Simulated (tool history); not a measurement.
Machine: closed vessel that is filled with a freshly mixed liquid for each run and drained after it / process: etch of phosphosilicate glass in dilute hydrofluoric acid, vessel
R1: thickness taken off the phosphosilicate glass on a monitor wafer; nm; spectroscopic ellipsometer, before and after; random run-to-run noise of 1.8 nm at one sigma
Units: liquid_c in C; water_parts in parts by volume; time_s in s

{"run": 1, "hour": 0.0, "liquid_c": 24, "water_parts": 100, "time_s": 90, "R1": 167.59}
{"run": 2, "hour": 2.9, "liquid_c": 24, "water_parts": 135, "time_s": 90, "R1": 118.85}
{"run": 3, "hour": 5.2, "liquid_c": 24, "water_parts": 135, "time_s": 90, "R1": 120.07}
{"run": 4, "hour": 9.9, "liquid_c": 25.5, "water_parts": 135, "time_s": 90, "R1": 128.31}
{"run": 5, "hour": 11.1, "liquid_c": 25.5, "water_parts": 135, "time_s": 95, "R1": 132.55}
{"run": 6, "hour": 12.5, "liquid_c": 24, "water_parts": 135, "time_s": 95, "R1": 125.92}
{"run": 7, "hour": 20.1, "liquid_c": 25, "water_parts": 130, "time_s": 95, "R1": 136.42}

Run 8 has not been measured yet. What should we expect?
{"run": 8, "hour": 26.8, "liquid_c": 26, "water_parts": 125, "time_s": 95, "R1": "?"}

Run 8 measured R1 150.28 nm.
